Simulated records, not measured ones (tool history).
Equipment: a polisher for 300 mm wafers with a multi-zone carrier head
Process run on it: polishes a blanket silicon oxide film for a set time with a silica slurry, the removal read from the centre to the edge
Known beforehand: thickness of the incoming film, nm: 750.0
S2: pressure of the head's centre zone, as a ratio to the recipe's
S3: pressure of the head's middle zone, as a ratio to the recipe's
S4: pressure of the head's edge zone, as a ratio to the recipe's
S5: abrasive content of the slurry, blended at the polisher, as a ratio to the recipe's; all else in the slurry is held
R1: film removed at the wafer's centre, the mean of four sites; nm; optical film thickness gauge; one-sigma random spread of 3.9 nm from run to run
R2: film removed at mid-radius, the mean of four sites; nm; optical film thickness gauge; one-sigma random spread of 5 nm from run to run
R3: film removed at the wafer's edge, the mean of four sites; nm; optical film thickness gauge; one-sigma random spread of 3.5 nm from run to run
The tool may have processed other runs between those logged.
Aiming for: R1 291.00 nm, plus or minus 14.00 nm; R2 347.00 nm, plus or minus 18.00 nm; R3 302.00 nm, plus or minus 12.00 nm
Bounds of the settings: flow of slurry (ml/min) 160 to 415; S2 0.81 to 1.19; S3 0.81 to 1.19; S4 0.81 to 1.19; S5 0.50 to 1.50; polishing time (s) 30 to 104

run 1 hour=0.0 | flow_of_slurry_(ml/min)=265 S2=1.00 S3=1.00 S4=1.00 S5=1.00 polishing_time_(s)=67 | R1=187.81 R2=188.11 R3=184.47
run 2 hour=5.4 | flow_of_slurry_(ml/min)=265 S2=1.05 S3=1.00 S4=1.00 S5=1.00 polishing_time_(s)=67 | R1=201.47 R2=194.11 R3=186.73
run 3 hour=10.8 | flow_of_slurry_(ml/min)=265 S2=1.05 S3=1.09 S4=1.00 S5=1.00 polishing_time_(s)=67 | R1=193.87 R2=202.28 R3=191.02
run 4 hour=11.8 | flow_of_slurry_(ml/min)=270 S2=1.04 S3=1.11 S4=0.99 S5=1.10 polishing_time_(s)=70 | R1=212.13 R2=227.62 R3=200.65
run 5 hour=15.0 | flow_of_slurry_(ml/min)=265 S2=1.03 S3=1.12 S4=1.02 S5=1.15 polishing_time_(s)=72 | R1=221.30 R2=242.96 R3=216.56
run 6 hour=19.0 | flow_of_slurry_(ml/min)=265 S2=1.03 S3=1.13 S4=1.04 S5=1.20 polishing_time_(s)=73 | R1=227.21 R2=253.20 R3=225.68
run 7 hour=20.5 | flow_of_slurry_(ml/min)=265 S2=1.03 S3=1.13 S4=1.04 S5=1.20 polishing_time_(s)=73 | R1=226.59 R2=248.63 R3=224.15
run 8 hour=29.1 | flow_of_slurry_(ml/min)=265 S2=1.02 S3=1.14 S4=1.05 S5=1.25 polishing_time_(s)=75 | R1=236.14 R2=262.49 R3=228.88
run 9 hour=32.8 | flow_of_slurry_(ml/min)=260 S2=1.01 S3=1.14 S4=1.07 S5=1.30 polishing_time_(s)=78 | R1=244.80 R2=276.24 R3=246.11
run 10 hour=39.7 | flow_of_slurry_(ml/min)=260 S2=1.01 S3=1.15 S4=1.08 S5=1.35 polishing_time_(s)=79 | R1=255.82 R2=286.05 R3=259.08
run 11 hour=45.4 | flow_of_slurry_(ml/min)=265 S2=1.00 S3=1.16 S4=1.08 S5=1.35 polishing_time_(s)=80 | R1=258.34 R2=288.76 R3=263.53
run 12 hour=46.1 | flow_of_slurry_(ml/min)=255 S2=0.99 S3=1.16 S4=1.07 S5=1.35 polishing_time_(s)=82 | R1=255.25 R2=294.36 R3=259.27
run 13 hour=54.6 | flow_of_slurry_(ml/min)=265 S2=0.99 S3=1.16 S4=1.07 S5=1.35 polishing_time_(s)=83 | R1=269.93 R2=303.55 R3=267.36
-- hour=60.4 worn pad replaced by a new one
run 14 hour=60.4 | flow_of_slurry_(ml/min)=330 S2=0.93 S3=1.19 S4=1.12 S5=1.50 polishing_time_(s)=84 | R1=311.05 R2=391.17 R3=339.36
run 15 hour=66.1 | flow_of_slurry_(ml/min)=320 S2=0.94 S3=1.19 S4=1.11 S5=1.50 polishing_time_(s)=84 | R1=313.22 R2=384.58 R3=335.85
run 16 hour=68.8 | flow_of_slurry_(ml/min)=310 S2=0.94 S3=1.19 S4=1.11 S5=1.50 polishing_time_(s)=84 | R1=310.74 R2=376.05 R3=332.79
run 17 hour=76.9 | flow_of_slurry_(ml/min)=305 S2=0.94 S3=1.19 S4=1.10 S5=1.50 polishing_time_(s)=84 | R1=310.05 R2=384.50 R3=334.41
run 18 hour=85.5 | flow_of_slurry_(ml/min)=295 S2=0.95 S3=1.19 S4=1.10 S5=1.50 polishing_time_(s)=84 | R1=315.62 R2=385.74 R3=329.83
run 19 hour=89.3 | flow_of_slurry_(ml/min)=295 S2=0.95 S3=1.19 S4=1.10 S5=1.50 polishing_time_(s)=84 | R1=302.16 R2=373.34 R3=338.17
run 20 hour=94.6 | flow_of_slurry_(ml/min)=295 S2=0.95 S3=1.19 S4=1.10 S5=1.50 polishing_time_(s)=85 | R1=308.66 R2=372.76 R3=341.84

Exactly one of the 4 candidate moves below puts every result within its allowed miss. Which one?
run A hour=99.9 | flow_of_slurry_(ml/min)=245 S2=1.14 S3=1.06 S4=1.07 S5=1.40 polishing_time_(s)=87 | R1=? R2=? R3=?
run B hour=99.9 | flow_of_slurry_(ml/min)=225 S2=0.98 S3=1.15 S4=1.11 S5=1.50 polishing_time_(s)=91 | R1=? R2=? R3=?
run C hour=99.9 | flow_of_slurry_(ml/min)=350 S2=1.10 S3=1.09 S4=1.18 S5=1.10 polishing_time_(s)=91 | R1=? R2=? R3=?
run D hour=99.9 | flow_of_slurry_(ml/min)=295 S2=0.96 S3=1.18 S4=1.09 S5=1.45 polishing_time_(s)=79 | R1=? R2=? R3=?

move=A R1=357.65 R2=338.02 R3=320.14
move=B R1=334.01 R2=384.03 R3=345.12
move=C R1=346.18 R2=343.68 R3=328.94
move=D R1=292.71 R2=348.55 R3=301.22
A: further off than the last run
B: further off than the last run
C: further off than the last run
D: all results land within tolerance of their targets
Go with D: it meets all targets.

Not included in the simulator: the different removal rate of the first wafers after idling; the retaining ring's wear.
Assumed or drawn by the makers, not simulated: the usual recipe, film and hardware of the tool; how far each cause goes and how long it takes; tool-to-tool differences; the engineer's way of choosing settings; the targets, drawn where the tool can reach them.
